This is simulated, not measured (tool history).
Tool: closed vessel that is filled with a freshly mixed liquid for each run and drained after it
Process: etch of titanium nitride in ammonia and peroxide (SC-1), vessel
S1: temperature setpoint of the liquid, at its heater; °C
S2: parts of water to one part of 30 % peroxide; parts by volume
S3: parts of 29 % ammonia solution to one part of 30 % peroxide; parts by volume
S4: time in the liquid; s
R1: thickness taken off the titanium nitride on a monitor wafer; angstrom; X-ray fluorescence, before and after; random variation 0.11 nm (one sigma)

Run 1, hour 0: S1 48 °C, S2 10 parts by volume, S3 0.75 parts by volume, S4 610 s. Result: R1 602.21 angstrom.
Run 2, hour 5: S1 48 °C, S2 10 parts by volume, S3 0.75 parts by volume, S4 650 s. Result: R1 644.04 angstrom.
Run 3, hour 8.6: S1 48 °C, S2 10 parts by volume, S3 0.55 parts by volume, S4 650 s. Result: R1 611.2 angstrom.
Run 4, hour 17.9: S1 45 °C, S2 11 parts by volume, S3 0.55 parts by volume, S4 650 s. Result: R1 466.91 angstrom.
Run 5, hour 26.1: S1 52 °C, S2 11 parts by volume, S3 0.55 parts by volume, S4 650 s. Result: R1 764.49 angstrom.
Run 6, hour 34: S1 48 °C, S2 11.5 parts by volume, S3 0.55 parts by volume, S4 650 s. Result: R1 569.14 angstrom.
Run 7, hour 38.6: S1 45 °C, S2 12 parts by volume, S3 0.55 parts by volume, S4 650 s. Result: R1 446.6 angstrom.

Run 8 comes next. What will it give?
Run 8, hour 45.4: S1 43 °C, S2 12.5 parts by volume, S3 0.55 parts by volume, S4 650 s. Result: R1 ?.

Run 8 gave R1 378.06 angstrom.
